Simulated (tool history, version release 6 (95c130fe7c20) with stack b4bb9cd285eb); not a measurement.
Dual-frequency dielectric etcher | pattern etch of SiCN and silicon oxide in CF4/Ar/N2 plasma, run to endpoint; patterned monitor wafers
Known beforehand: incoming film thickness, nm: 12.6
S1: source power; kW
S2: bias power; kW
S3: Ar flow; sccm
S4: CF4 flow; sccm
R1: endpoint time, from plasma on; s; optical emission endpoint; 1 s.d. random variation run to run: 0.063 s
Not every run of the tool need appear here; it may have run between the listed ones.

| run | day | S1 | S2 | S3 | S4 | R1 |
|---|---|---|---|---|---|---|
| 1 | 0 | 0.52 | 0.094 | 84 | 71 | 10.926 |
| 2 | 0.229 | 0.52 | 0.079 | 84 | 71 | 11.661 |
| 3 | 0.333 | 0.52 | 0.062 | 84 | 71 | 13.172 |
| 4 | 0.442 | 0.52 | 0.062 | 84 | 61 | 13.289 |
| 5 | 0.65 | 0.47 | 0.062 | 84 | 61 | 15.137 |
| 6 | 0.783 | 0.55 | 0.062 | 84 | 61 | 12.499 |
| 7 | 1.108 | 0.58 | 0.062 | 84 | 61 | 11.684 |

Run 8 is up next; what results do you expect?
| 8 | 1.317 | 0.6 | 0.062 | 84 | 61 | ? |

Logged for run 8: R1 11.374 s.

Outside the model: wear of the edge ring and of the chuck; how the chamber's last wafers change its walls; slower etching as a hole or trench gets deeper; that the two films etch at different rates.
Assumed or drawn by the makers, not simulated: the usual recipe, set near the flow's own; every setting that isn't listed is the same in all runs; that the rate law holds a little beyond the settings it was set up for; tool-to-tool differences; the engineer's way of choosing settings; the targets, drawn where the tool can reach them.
